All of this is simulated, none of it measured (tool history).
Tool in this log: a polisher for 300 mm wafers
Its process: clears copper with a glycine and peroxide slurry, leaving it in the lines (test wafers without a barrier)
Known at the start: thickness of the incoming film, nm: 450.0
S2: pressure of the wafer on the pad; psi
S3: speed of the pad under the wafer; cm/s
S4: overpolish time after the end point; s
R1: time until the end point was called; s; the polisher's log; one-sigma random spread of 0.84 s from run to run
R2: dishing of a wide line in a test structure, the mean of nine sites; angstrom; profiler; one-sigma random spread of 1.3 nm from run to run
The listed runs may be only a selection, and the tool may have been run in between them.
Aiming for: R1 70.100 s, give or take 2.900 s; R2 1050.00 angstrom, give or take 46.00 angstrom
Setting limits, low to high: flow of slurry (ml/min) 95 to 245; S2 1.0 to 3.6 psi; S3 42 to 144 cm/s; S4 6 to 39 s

{"run": 1, "hour": 0.0, "flow of slurry (ml/min)": 155, "S2": 2.3, "S3": 92, "S4": 20, "R1": 104.77, "R2": 567.04}
{"run": 2, "hour": 0.6, "flow of slurry (ml/min)": 155, "S2": 2.4, "S3": 92, "S4": 21, "R1": 100.64, "R2": 607.11}
{"run": 3, "hour": 8.4, "flow of slurry (ml/min)": 155, "S2": 2.5, "S3": 92, "S4": 22, "R1": 100.71, "R2": 619.45}
{"run": 4, "hour": 10.6, "flow of slurry (ml/min)": 155, "S2": 2.2, "S3": 92, "S4": 22, "R1": 106.19, "R2": 597.98}
{"run": 5, "hour": 14.3, "flow of slurry (ml/min)": 155, "S2": 2.4, "S3": 94, "S4": 23, "R1": 100.83, "R2": 645.93}
{"run": 6, "hour": 22.9, "flow of slurry (ml/min)": 155, "S2": 2.1, "S3": 94, "S4": 23, "R1": 108.49, "R2": 609.32}
{"run": 7, "hour": 24.0, "flow of slurry (ml/min)": 160, "S2": 2.7, "S3": 102, "S4": 29, "R1": 88.397, "R2": 863.95}
{"run": 8, "hour": 30.2, "flow of slurry (ml/min)": 160, "S2": 2.8, "S3": 102, "S4": 29, "R1": 85.673, "R2": 884.63}
{"run": 9, "hour": 35.2, "flow of slurry (ml/min)": 160, "S2": 2.9, "S3": 102, "S4": 29, "R1": 85.116, "R2": 883.6}
{"run": 10, "hour": 39.3, "flow of slurry (ml/min)": 160, "S2": 3.0, "S3": 102, "S4": 29, "R1": 82.21, "R2": 886.5}
{"run": 11, "hour": 42.9, "flow of slurry (ml/min)": 160, "S2": 3.0, "S3": 102, "S4": 29, "R1": 83.378, "R2": 914.41}
{"run": 12, "hour": 50.5, "flow of slurry (ml/min)": 160, "S2": 3.1, "S3": 102, "S4": 29, "R1": 82.404, "R2": 908.8}

Which single option among these 4 for the next run brings every result within its allowed miss of target? Just one does.
{"run": "A", "hour": 58.1, "flow of slurry (ml/min)": 160, "S2": 3.2, "S3": 122, "S4": 17, "R1": "?", "R2": "?"}
{"run": "B", "hour": 58.1, "flow of slurry (ml/min)": 130, "S2": 3.2, "S3": 92, "S4": 38, "R1": "?", "R2": "?"}
{"run": "C", "hour": 58.1, "flow of slurry (ml/min)": 185, "S2": 3.6, "S3": 104, "S4": 31, "R1": "?", "R2": "?"}
{"run": "D", "hour": 58.1, "flow of slurry (ml/min)": 160, "S2": 3.2, "S3": 126, "S4": 23, "R1": "?", "R2": "?"}

move=A R1=68.945 R2=683.93
move=B R1=89.397 R2=1009.30
move=C R1=71.372 R2=1021.00
move=D R1=67.132 R2=864.38
A: corrects the largest miss of the last run, while another result sits out of spec
B: lands further from the targets than the last run did
C: meets every target
D: pushes the last run's worst result past its target
C is the move that brings every result within its allowed miss.
